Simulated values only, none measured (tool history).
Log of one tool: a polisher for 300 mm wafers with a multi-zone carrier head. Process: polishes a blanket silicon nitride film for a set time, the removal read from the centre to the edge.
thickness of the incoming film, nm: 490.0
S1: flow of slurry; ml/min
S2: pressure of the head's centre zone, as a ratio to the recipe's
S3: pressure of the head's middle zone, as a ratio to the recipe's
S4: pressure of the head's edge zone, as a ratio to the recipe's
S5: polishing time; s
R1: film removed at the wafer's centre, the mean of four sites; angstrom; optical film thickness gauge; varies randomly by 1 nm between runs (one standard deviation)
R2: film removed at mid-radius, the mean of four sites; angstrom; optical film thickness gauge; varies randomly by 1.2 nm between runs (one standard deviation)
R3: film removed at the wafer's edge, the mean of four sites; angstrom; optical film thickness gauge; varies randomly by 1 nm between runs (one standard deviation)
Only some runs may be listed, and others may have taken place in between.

Run 1, hour 0.0: S1 130 ml/min, S2 1.00, S3 1.00, S4 1.00, S5 34 s. Result: R1 1028.10 angstrom, R2 1070.4 angstrom, R3 1082.90 angstrom.
Run 2, hour 8.5: S1 140 ml/min, S2 1.00, S3 1.00, S4 1.00, S5 34 s. Result: R1 1076.30 angstrom, R2 1090.9 angstrom, R3 1088.90 angstrom.
Run 3, hour 11.3: S1 140 ml/min, S2 1.00, S3 1.01, S4 0.97, S5 32 s. Result: R1 1003.90 angstrom, R2 1033.0 angstrom, R3 1014.40 angstrom.
Run 4, hour 18.5: S1 140 ml/min, S2 1.01, S3 1.03, S4 0.94, S5 30 s. Result: R1 986.86 angstrom, R2 990.3 angstrom, R3 935.71 angstrom.
Run 5, hour 23.2: S1 140 ml/min, S2 1.01, S3 1.03, S4 0.94, S5 37 s. Result: R1 1200.20 angstrom, R2 1226.3 angstrom, R3 1144.00 angstrom.
Run 6, hour 27.6: S1 140 ml/min, S2 0.95, S3 1.03, S4 0.94, S5 37 s. Result: R1 1138.50 angstrom, R2 1206.3 angstrom, R3 1140.20 angstrom.
Run 7, hour 31.4: S1 140 ml/min, S2 0.95, S3 1.04, S4 0.92, S5 35 s. Result: R1 1050.80 angstrom, R2 1147.9 angstrom, R3 1080.80 angstrom.

The next listed run, before its measurement:
Run 8, hour 38.0: S1 140 ml/min, S2 0.96, S3 1.05, S4 0.90, S5 33 s. Result: R1 ?, R2 ?, R3 ?.

R1: 999.68 angstrom
R2: 1088.2 angstrom
R3: 1006.50 angstrom
